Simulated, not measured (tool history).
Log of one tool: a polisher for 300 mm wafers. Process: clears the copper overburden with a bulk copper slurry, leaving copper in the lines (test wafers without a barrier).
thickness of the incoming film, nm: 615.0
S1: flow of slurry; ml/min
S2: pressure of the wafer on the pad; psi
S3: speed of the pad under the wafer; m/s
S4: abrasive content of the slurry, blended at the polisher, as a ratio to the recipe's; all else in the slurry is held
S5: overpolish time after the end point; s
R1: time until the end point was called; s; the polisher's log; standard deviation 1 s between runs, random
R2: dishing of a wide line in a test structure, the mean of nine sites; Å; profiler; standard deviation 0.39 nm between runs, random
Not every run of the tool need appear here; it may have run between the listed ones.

| run | hour | S1 | S2 | S3 | S4 | S5 | R1 | R2 |
|---|---|---|---|---|---|---|---|---|
| 1 | 0 | 310 | 2.1 | 1.12 | 1 | 11 | 90.074 | 527.11 |
| 2 | 8.7 | 335 | 1.8 | 1.32 | 1.15 | 9 | 87.432 | 450.29 |
| 3 | 10.4 | 380 | 1.6 | 1.46 | 1.25 | 7 | 86.753 | 364.25 |
| 4 | 19.2 | 415 | 1.6 | 1.56 | 1.35 | 6 | 79.404 | 338.42 |
| 5 | 21 | 415 | 1.6 | 1.38 | 1.35 | 6 | 91.045 | 305.56 |
| 6 | 27.9 | 355 | 1.6 | 1.38 | 1.35 | 6 | 89.662 | 309.13 |
| 7 | 34.4 | 370 | 1.6 | 1.5 | 1.4 | 5 | 83.089 | 273.57 |
| 8 | 35.4 | 345 | 1.8 | 1.54 | 1.45 | 4 | 70.184 | 270.2 |
| 9 | 42.7 | 310 | 1.9 | 1.54 | 1.45 | 4 | 70.599 | 283.63 |
|  | 45.1 | worn pad replaced by a new one |
| 10 | 45.1 | 270 | 1.9 | 1.6 | 1.45 | 4 | 62.585 | 303.66 |
| 11 | 53.2 | 185 | 1.3 | 1.76 | 1.5 | 3 | 83.416 | 174.9 |
| 12 | 56.7 | 185 | 1.3 | 1.76 | 1.5 | 3 | 81.368 | 175.95 |

Run 13, settings as shown, results not yet in. Your forecast:
| 13 | 63.4 | 195 | 1.9 | 1.76 | 1.5 | 4 | ? | ? |

Run 13 yielded R1 57.362 s, R2 316.19 Å.
